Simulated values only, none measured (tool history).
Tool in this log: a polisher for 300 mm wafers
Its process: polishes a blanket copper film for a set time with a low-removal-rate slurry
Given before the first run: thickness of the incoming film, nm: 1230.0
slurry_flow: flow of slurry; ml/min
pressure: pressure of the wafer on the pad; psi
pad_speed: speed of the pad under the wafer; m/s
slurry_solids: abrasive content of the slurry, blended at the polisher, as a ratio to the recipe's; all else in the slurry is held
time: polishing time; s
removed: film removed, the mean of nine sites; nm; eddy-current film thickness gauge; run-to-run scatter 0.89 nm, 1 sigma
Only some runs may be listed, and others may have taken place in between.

run	day	slurry_flow	pressure	pad_speed	slurry_solids	time	removed
1	0.000	245	3.3	1.00	1.0	54	192.93
2	0.325	245	3.3	0.88	1.0	54	169.51
3	0.683	245	3.2	0.88	1.0	54	164.48
4	0.883	245	3.7	0.88	1.0	54	187.64
5	0.979	245	3.5	0.88	1.0	54	178.40
6	1.071	245	3.3	0.88	1.0	54	167.60
7	1.138	245	3.2	0.88	1.0	54	164.86

The next listed run, before its measurement:
8	1.425	245	3.1	0.88	1.0	54	?

Run 8 yielded removed 158.32 nm.
